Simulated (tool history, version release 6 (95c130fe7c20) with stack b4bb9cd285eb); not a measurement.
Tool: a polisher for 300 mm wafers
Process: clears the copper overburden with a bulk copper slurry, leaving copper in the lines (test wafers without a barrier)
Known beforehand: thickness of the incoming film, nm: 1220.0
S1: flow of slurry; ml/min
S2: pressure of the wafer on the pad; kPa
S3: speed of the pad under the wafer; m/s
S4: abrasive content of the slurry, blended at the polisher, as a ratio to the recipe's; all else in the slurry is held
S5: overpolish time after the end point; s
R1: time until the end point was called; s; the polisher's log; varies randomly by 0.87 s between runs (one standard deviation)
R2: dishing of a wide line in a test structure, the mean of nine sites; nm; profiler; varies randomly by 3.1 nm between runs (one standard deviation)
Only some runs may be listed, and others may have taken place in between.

run 1 hour=0 | S1=260 S2=22.8 S3=0.96 S4=1 S5=29 | R1=105.09 R2=136.51
run 2 hour=8.4 | S1=260 S2=22.8 S3=0.96 S4=1 S5=39 | R1=108.7 R2=144.95
run 3 hour=15.7 | S1=260 S2=27.6 S3=0.96 S4=1 S5=39 | R1=90.395 R2=154.07
run 4 hour=20.8 | S1=260 S2=29.6 S3=0.96 S4=1 S5=35 | R1=83.239 R2=164.81
run 5 hour=25.7 | S1=320 S2=29.6 S3=0.96 S4=1 S5=35 | R1=80.163 R2=153.29
run 6 hour=33.3 | S1=330 S2=31 S3=0.96 S4=1 S5=33 | R1=76.306 R2=161.01
run 7 hour=40.7 | S1=340 S2=31.7 S3=0.98 S4=1 S5=28 | R1=72.641 R2=157.26
run 8 hour=44.3 | S1=350 S2=32.4 S3=0.98 S4=1 S5=25 | R1=73.664 R2=152.26
run 9 hour=50.2 | S1=355 S2=33.1 S3=1 S4=1 S5=23 | R1=68.821 R2=150.46

What will run 10 give?
run 10 hour=54.8 | S1=355 S2=33.8 S3=1 S4=1 S5=23 | R1=? R2=?

{"run 10": {"R1": 67.464, "R2": 152.76}}

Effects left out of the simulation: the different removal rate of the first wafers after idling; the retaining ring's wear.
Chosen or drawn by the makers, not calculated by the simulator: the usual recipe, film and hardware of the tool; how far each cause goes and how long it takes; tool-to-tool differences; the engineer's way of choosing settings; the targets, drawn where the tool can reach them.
